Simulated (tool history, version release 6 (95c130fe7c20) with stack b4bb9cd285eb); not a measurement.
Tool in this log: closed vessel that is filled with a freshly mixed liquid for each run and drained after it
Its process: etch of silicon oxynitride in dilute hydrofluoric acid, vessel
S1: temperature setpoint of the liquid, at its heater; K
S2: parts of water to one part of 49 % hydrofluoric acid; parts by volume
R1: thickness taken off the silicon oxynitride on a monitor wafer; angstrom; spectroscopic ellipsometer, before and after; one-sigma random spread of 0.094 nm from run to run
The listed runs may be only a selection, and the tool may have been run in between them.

Run 1, hour 0: S1 297.15 K, S2 245 parts by volume, time in the liquid (s) 915. Result: R1 171.21 angstrom.
Run 2, hour 8.9: S1 295.65 K, S2 245 parts by volume, time in the liquid (s) 915. Result: R1 158.92 angstrom.
Run 3, hour 12.1: S1 294.15 K, S2 260 parts by volume, time in the liquid (s) 915. Result: R1 142.97 angstrom.
Run 4, hour 17.5: S1 294.15 K, S2 205 parts by volume, time in the liquid (s) 915. Result: R1 185.35 angstrom.
Run 5, hour 26.4: S1 295.65 K, S2 205 parts by volume, time in the liquid (s) 915. Result: R1 193.38 angstrom.
Run 6, hour 28: S1 295.65 K, S2 205 parts by volume, time in the liquid (s) 705. Result: R1 155.41 angstrom.
Run 7, hour 33.7: S1 294.15 K, S2 230 parts by volume, time in the liquid (s) 705. Result: R1 124.09 angstrom.
Run 8, hour 40.2: S1 293.15 K, S2 230 parts by volume, time in the liquid (s) 705. Result: R1 119.61 angstrom.

The next listed run, before its measurement:
Run 9, hour 43.8: S1 293.15 K, S2 230 parts by volume, time in the liquid (s) 705. Result: R1 ?.

{"run 9": {"R1": 121.77}}
